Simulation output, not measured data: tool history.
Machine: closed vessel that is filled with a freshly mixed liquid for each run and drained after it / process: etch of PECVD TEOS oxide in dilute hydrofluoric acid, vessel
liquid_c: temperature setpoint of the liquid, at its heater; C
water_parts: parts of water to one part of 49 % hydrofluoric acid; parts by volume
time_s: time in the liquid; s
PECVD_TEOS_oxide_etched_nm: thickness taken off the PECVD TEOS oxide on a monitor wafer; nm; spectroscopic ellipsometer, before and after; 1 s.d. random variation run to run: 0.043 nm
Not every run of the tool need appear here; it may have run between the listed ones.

run 1 hour=0.0 | liquid_c=25.0 water_parts=120 time_s=95 | PECVD_TEOS_oxide_etched_nm=5.9455
run 2 hour=2.4 | liquid_c=26.0 water_parts=120 time_s=95 | PECVD_TEOS_oxide_etched_nm=6.2670
run 3 hour=10.5 | liquid_c=24.5 water_parts=120 time_s=95 | PECVD_TEOS_oxide_etched_nm=5.9297
run 4 hour=19.3 | liquid_c=24.5 water_parts=120 time_s=100 | PECVD_TEOS_oxide_etched_nm=6.1806
run 5 hour=20.4 | liquid_c=23.5 water_parts=120 time_s=100 | PECVD_TEOS_oxide_etched_nm=5.9509
run 6 hour=28.3 | liquid_c=21.0 water_parts=120 time_s=100 | PECVD_TEOS_oxide_etched_nm=5.4249
run 7 hour=30.4 | liquid_c=20.5 water_parts=120 time_s=100 | PECVD_TEOS_oxide_etched_nm=5.2552
run 8 hour=31.7 | liquid_c=20.0 water_parts=120 time_s=100 | PECVD_TEOS_oxide_etched_nm=5.1968
-- hour=39.8 hydrofluoric acid flow meter replaced
run 9 hour=39.8 | liquid_c=19.5 water_parts=120 time_s=100 | PECVD_TEOS_oxide_etched_nm=5.9019
run 10 hour=41.7 | liquid_c=19.5 water_parts=120 time_s=100 | PECVD_TEOS_oxide_etched_nm=5.8325
run 11 hour=46.7 | liquid_c=19.5 water_parts=125 time_s=100 | PECVD_TEOS_oxide_etched_nm=5.6189
run 12 hour=50.1 | liquid_c=19.0 water_parts=130 time_s=100 | PECVD_TEOS_oxide_etched_nm=5.2813

Run 13 comes next. What will it give?
run 13 hour=54.7 | liquid_c=18.5 water_parts=130 time_s=100 | PECVD_TEOS_oxide_etched_nm=?

PECVD_TEOS_oxide_etched_nm: 5.1992 nm

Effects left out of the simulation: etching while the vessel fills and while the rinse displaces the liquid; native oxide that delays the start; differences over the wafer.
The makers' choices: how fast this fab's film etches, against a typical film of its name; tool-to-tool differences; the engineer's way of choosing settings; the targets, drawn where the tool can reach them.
